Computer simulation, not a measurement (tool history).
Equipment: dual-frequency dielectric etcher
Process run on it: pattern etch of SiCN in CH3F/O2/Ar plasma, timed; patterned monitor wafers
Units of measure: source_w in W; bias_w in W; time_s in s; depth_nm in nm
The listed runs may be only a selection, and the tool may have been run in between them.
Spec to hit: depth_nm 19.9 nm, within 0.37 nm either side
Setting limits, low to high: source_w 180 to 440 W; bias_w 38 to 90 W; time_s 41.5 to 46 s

{"run": 1, "hour": 0.0, "source_w": 310, "bias_w": 64, "time_s": 46, "depth_nm": 16.007}
{"run": 2, "hour": 6.5, "source_w": 350, "bias_w": 68, "time_s": 46, "depth_nm": 17.077}
{"run": 3, "hour": 11.0, "source_w": 380, "bias_w": 72, "time_s": 46, "depth_nm": 17.913}
{"run": 4, "hour": 19.5, "source_w": 380, "bias_w": 72, "time_s": 46, "depth_nm": 17.87}
{"run": 5, "hour": 27.7, "source_w": 380, "bias_w": 72, "time_s": 41.5, "depth_nm": 16.255}
{"run": 6, "hour": 31.3, "source_w": 380, "bias_w": 68, "time_s": 41.5, "depth_nm": 15.786}
{"run": 7, "hour": 36.4, "source_w": 390, "bias_w": 75, "time_s": 42, "depth_nm": 16.868}
{"run": 8, "hour": 40.3, "source_w": 400, "bias_w": 80, "time_s": 43, "depth_nm": 17.969}
{"run": 9, "hour": 45.9, "source_w": 410, "bias_w": 83, "time_s": 43.5, "depth_nm": 18.566}

Which one of the following 4 next-run settings gets every result inside its allowed miss? There is exactly one.
{"run": "A", "hour": 51.5, "source_w": 370, "bias_w": 76, "time_s": 44, "depth_nm": "?"}
{"run": "B", "hour": 51.5, "source_w": 440, "bias_w": 88, "time_s": 43, "depth_nm": "?"}
{"run": "C", "hour": 51.5, "source_w": 440, "bias_w": 84, "time_s": 45.5, "depth_nm": "?"}
{"run": "D", "hour": 51.5, "source_w": 380, "bias_w": 80, "time_s": 44, "depth_nm": "?"}

move=A depth_nm=17.494
move=B depth_nm=19.255
move=C depth_nm=19.929
move=D depth_nm=18.064
A: the biggest miss grows against the last run
B: closes in on the targets versus the last run, not all within tolerance yet
C: all results land within tolerance of their targets
D: the biggest miss grows against the last run
C is the move that brings every result within its allowed miss.

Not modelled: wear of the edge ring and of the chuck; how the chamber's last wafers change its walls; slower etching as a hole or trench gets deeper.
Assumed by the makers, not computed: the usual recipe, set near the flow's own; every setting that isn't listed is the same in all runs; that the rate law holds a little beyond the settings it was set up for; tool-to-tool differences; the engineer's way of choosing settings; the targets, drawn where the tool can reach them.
